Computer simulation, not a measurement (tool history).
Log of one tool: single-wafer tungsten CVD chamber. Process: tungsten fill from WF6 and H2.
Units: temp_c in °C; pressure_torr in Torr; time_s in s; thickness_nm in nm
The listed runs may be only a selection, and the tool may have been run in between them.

Run 1, hour 0.0: temp_c 395 °C, pressure_torr 52.0 Torr, time_s 15.1 s. Result: thickness_nm 54.172 nm.
Run 2, hour 8.9: temp_c 395 °C, pressure_torr 45.3 Torr, time_s 15.1 s. Result: thickness_nm 50.995 nm.
Run 3, hour 13.0: temp_c 396 °C, pressure_torr 45.3 Torr, time_s 15.1 s. Result: thickness_nm 52.528 nm.
Run 4, hour 18.5: temp_c 403 °C, pressure_torr 45.3 Torr, time_s 15.1 s. Result: thickness_nm 59.470 nm.
Run 5, hour 19.2: temp_c 403 °C, pressure_torr 50.7 Torr, time_s 15.1 s. Result: thickness_nm 63.369 nm.
Run 6, hour 23.0: temp_c 413 °C, pressure_torr 50.7 Torr, time_s 15.1 s. Result: thickness_nm 75.636 nm.
Run 7, hour 28.0: temp_c 411 °C, pressure_torr 50.6 Torr, time_s 15.1 s. Result: thickness_nm 73.263 nm.
Run 8, hour 36.7: temp_c 410 °C, pressure_torr 50.5 Torr, time_s 15.1 s. Result: thickness_nm 71.396 nm.
Run 9, hour 38.9: temp_c 409 °C, pressure_torr 50.4 Torr, time_s 15.1 s. Result: thickness_nm 69.842 nm.
Run 10, hour 40.7: temp_c 408 °C, pressure_torr 50.4 Torr, time_s 15.1 s. Result: thickness_nm 69.218 nm.
Run 11, hour 44.2: temp_c 407 °C, pressure_torr 50.4 Torr, time_s 15.1 s. Result: thickness_nm 68.024 nm.
Run 12, hour 45.7: temp_c 406 °C, pressure_torr 50.4 Torr, time_s 15.1 s. Result: thickness_nm 66.785 nm.
Run 13, hour 51.2: temp_c 405 °C, pressure_torr 50.4 Torr, time_s 15.1 s. Result: thickness_nm 64.447 nm.
Run 14, hour 59.9: temp_c 404 °C, pressure_torr 50.4 Torr, time_s 15.1 s. Result: thickness_nm 63.703 nm.

Run 15, settings as shown, results not yet in. Your forecast:
At hour 67.0: thermocouple changed; heater temperature recalibrated.
Run 15, hour 67.0: temp_c 403 °C, pressure_torr 50.4 Torr, time_s 15.1 s. Result: thickness_nm ?.

{"run 15": {"thickness_nm": 56.609}}

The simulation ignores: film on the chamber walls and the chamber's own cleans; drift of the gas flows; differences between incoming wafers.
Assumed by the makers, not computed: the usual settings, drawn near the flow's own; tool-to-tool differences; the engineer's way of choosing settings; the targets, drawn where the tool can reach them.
